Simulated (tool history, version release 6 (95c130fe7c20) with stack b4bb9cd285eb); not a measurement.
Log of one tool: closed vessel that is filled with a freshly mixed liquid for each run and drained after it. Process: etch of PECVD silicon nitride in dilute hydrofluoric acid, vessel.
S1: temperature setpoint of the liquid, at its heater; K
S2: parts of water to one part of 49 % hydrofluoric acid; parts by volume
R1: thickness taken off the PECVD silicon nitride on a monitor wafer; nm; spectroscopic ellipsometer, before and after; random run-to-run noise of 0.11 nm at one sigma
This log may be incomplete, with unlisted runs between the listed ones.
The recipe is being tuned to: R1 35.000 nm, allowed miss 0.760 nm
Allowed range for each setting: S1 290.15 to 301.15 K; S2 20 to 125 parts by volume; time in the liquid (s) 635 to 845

Run 1, day 0.000: S1 293.15 K, S2 70 parts by volume, time in the liquid (s) 845. Result: R1 19.041 nm.
Run 2, day 0.267: S1 291.65 K, S2 70 parts by volume, time in the liquid (s) 845. Result: R1 17.169 nm.
Run 3, day 0.529: S1 291.65 K, S2 80 parts by volume, time in the liquid (s) 845. Result: R1 14.985 nm.
Run 4, day 0.792: S1 291.65 K, S2 100 parts by volume, time in the liquid (s) 845. Result: R1 12.121 nm.
Run 5, day 1.125: S1 294.15 K, S2 90 parts by volume, time in the liquid (s) 845. Result: R1 15.920 nm.
Run 6, day 1.438: S1 296.65 K, S2 90 parts by volume, time in the liquid (s) 845. Result: R1 18.814 nm.
Run 7, day 1.633: S1 297.65 K, S2 85 parts by volume, time in the liquid (s) 845. Result: R1 21.318 nm.
Run 8, day 1.950: S1 298.65 K, S2 80 parts by volume, time in the liquid (s) 845. Result: R1 24.149 nm.
Run 9, day 2.121: S1 299.15 K, S2 75 parts by volume, time in the liquid (s) 845. Result: R1 26.719 nm.

5 next moves are on the table. One of them brings every result within its allowed miss. Which?
Run A, day 2.292: S1 300.65 K, S2 65 parts by volume, time in the liquid (s) 845. Result: R1 ?.
Run B, day 2.292: S1 300.15 K, S2 55 parts by volume, time in the liquid (s) 815. Result: R1 ?.
Run C, day 2.292: S1 301.15 K, S2 65 parts by volume, time in the liquid (s) 805. Result: R1 ?.
Run D, day 2.292: S1 299.65 K, S2 55 parts by volume, time in the liquid (s) 795. Result: R1 ?.
Run E, day 2.292: S1 300.65 K, S2 60 parts by volume, time in the liquid (s) 770. Result: R1 ?.

move      R1
   A  33.788
   B  37.199
   C  33.253
   D  35.110
   E  33.327
A: moves toward the targets from the last run without getting all of them in spec
B: the result that was furthest off in the last run now lies on the other side of its target
C: moves toward the targets from the last run without getting all of them in spec
D: every result lands within tolerance
E: moves toward the targets from the last run without getting all of them in spec
Move D is the one to make.
